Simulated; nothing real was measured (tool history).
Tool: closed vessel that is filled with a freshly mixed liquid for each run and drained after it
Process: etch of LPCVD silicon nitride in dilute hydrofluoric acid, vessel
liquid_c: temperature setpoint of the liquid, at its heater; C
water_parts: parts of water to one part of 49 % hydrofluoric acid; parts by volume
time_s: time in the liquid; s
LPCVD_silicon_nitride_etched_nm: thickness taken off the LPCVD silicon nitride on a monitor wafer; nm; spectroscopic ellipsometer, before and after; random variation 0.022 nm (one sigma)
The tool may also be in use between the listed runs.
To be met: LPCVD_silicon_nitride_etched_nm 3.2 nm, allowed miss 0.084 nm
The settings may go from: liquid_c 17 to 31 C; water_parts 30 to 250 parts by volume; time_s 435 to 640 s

run	hour	liquid_c	water_parts	time_s	LPCVD_silicon_nitride_etched_nm
1	0	23	140	640	2.3144
2	3.2	24	140	640	2.5177
3	9.1	22	140	640	2.1481
4	12	22	180	640	1.6831
5	19.3	23.5	180	640	1.8608
6	20.8	25	180	640	2.0692
7	23.5	26	180	640	2.18
8	27.1	27	180	640	2.3465
9	28.5	31	175	640	3.0357

Which of these 4 next moves meets every target?
A	29.9	31	170	590	?
B	29.9	31	165	625	?
C	29.9	31	190	640	?
D	29.9	29.5	160	620	?

move	LPCVD_silicon_nitride_etched_nm
A	2.897
B	3.1638
C	2.8044
D	2.9565
A: further off than the last run
B: meets every target
C: further off than the last run
D: further off than the last run
Answer: B
